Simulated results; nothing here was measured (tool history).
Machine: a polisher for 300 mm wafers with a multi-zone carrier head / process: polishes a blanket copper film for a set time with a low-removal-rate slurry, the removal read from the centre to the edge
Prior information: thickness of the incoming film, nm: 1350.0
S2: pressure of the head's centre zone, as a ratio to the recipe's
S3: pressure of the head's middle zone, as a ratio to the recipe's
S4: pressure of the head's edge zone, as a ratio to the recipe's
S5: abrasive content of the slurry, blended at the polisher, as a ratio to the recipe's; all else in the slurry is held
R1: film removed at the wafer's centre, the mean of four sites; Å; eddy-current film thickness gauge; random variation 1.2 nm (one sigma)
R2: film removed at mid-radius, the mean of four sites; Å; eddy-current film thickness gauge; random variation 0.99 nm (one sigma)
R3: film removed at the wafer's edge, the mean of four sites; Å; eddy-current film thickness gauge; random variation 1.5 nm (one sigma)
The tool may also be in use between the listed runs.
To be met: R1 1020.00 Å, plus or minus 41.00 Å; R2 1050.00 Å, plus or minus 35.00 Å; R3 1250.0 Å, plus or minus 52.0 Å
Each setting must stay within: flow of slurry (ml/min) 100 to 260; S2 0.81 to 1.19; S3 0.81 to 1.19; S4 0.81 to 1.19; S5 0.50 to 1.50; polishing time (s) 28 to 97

{"run": 1, "day": 0.0, "flow of slurry (ml/min)": 165, "S2": 1.0, "S3": 1.0, "S4": 1.0, "S5": 1.0, "polishing time (s)": 62, "R1": 1259.2, "R2": 1301.5, "R3": 1319.1}
{"run": 2, "day": 0.354, "flow of slurry (ml/min)": 165, "S2": 1.0, "S3": 1.0, "S4": 1.0, "S5": 1.0, "polishing time (s)": 70, "R1": 1408.4, "R2": 1460.7, "R3": 1468.8}
{"run": 3, "day": 0.529, "flow of slurry (ml/min)": 165, "S2": 1.0, "S3": 1.0, "S4": 1.0, "S5": 0.85, "polishing time (s)": 70, "R1": 1382.3, "R2": 1428.5, "R3": 1454.2}
{"run": 4, "day": 0.633, "flow of slurry (ml/min)": 165, "S2": 1.0, "S3": 1.0, "S4": 1.0, "S5": 0.65, "polishing time (s)": 70, "R1": 1334.3, "R2": 1373.8, "R3": 1388.2}
{"run": 5, "day": 0.754, "flow of slurry (ml/min)": 165, "S2": 1.0, "S3": 1.0, "S4": 1.0, "S5": 0.65, "polishing time (s)": 76, "R1": 1432.6, "R2": 1456.2, "R3": 1484.7}
{"run": 6, "day": 0.792, "flow of slurry (ml/min)": 165, "S2": 1.05, "S3": 1.0, "S4": 1.0, "S5": 0.65, "polishing time (s)": 76, "R1": 1522.6, "R2": 1484.5, "R3": 1496.8}
{"run": 7, "day": 1.117, "flow of slurry (ml/min)": 165, "S2": 1.05, "S3": 1.0, "S4": 1.0, "S5": 0.65, "polishing time (s)": 76, "R1": 1535.8, "R2": 1491.4, "R3": 1517.0}
{"run": 8, "day": 1.421, "flow of slurry (ml/min)": 155, "S2": 1.01, "S3": 0.97, "S4": 1.0, "S5": 0.6, "polishing time (s)": 75, "R1": 1409.2, "R2": 1415.0, "R3": 1473.0}
{"run": 9, "day": 1.638, "flow of slurry (ml/min)": 115, "S2": 0.91, "S3": 0.87, "S4": 1.03, "S5": 0.5, "polishing time (s)": 64, "R1": 981.51, "R2": 987.87, "R3": 1150.6}
{"run": 10, "day": 1.667, "flow of slurry (ml/min)": 120, "S2": 0.91, "S3": 0.87, "S4": 1.04, "S5": 0.5, "polishing time (s)": 64, "R1": 985.45, "R2": 997.43, "R3": 1184.5}

Exercise: of the 4 proposed moves below, exactly one satisfies all targets within the stated allowed misses. Which move is it?
{"run": "A", "day": 1.696, "flow of slurry (ml/min)": 110, "S2": 0.82, "S3": 0.84, "S4": 1.19, "S5": 0.55, "polishing time (s)": 64, "R1": "?", "R2": "?", "R3": "?"}
{"run": "B", "day": 1.696, "flow of slurry (ml/min)": 170, "S2": 0.83, "S3": 0.92, "S4": 0.94, "S5": 0.55, "polishing time (s)": 60, "R1": "?", "R2": "?", "R3": "?"}
{"run": "C", "day": 1.696, "flow of slurry (ml/min)": 150, "S2": 0.99, "S3": 0.95, "S4": 0.89, "S5": 0.5, "polishing time (s)": 58, "R1": "?", "R2": "?", "R3": "?"}
{"run": "D", "day": 1.696, "flow of slurry (ml/min)": 145, "S2": 0.86, "S3": 0.86, "S4": 1.06, "S5": 0.5, "polishing time (s)": 65, "R1": "?", "R2": "?", "R3": "?"}

move=A R1=900.38 R2=955.10 R3=1258.2
move=B R1=961.14 R2=1071.70 R3=1127.9
move=C R1=1040.30 R2=1024.00 R3=1030.3
move=D R1=1021.60 R2=1049.20 R3=1249.8
A: further off than the last run
B: the furthest-off result lands on target, but another misses its tolerance
C: the furthest-off result lands on target, but another misses its tolerance
D: every result within its allowed miss
The move that meets every target is D.

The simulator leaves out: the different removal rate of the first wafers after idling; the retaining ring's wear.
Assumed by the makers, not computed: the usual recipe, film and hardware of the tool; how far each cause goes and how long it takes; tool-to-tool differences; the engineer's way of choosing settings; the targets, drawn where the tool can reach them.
